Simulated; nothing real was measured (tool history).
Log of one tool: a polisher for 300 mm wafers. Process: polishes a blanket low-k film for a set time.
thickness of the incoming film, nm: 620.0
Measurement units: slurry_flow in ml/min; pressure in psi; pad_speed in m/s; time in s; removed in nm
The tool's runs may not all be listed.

run	day	slurry_flow	pressure	pad_speed	slurry_solids	time	removed
1	0	190	2.2	0.92	1	84	43.745
2	0.179	190	1.8	0.92	1	84	36.924
3	0.542	190	1.5	0.92	1	84	30.978
4	0.575	190	1.5	0.92	0.85	84	27.084
5	0.879	190	1.1	0.92	0.85	84	20.397
6	1.208	170	1.1	0.92	0.85	84	19.93
7	1.462	185	1.5	0.92	0.85	84	27.036
8	1.608	185	1.5	0.92	0.85	84	27.479
9	1.9	195	1.8	0.92	0.85	84	32.766
10	2.162	210	2	0.92	0.85	84	36.421
11	2.35	210	2.2	0.92	0.85	84	39.399
12	2.608	210	2.4	0.92	0.85	84	42.857
13	2.883	215	2.6	0.92	0.85	84	46.636

Forecast run 14:
14	3.05	215	2.8	0.92	0.85	84	?

Run 14 gave removed 51.313 nm.
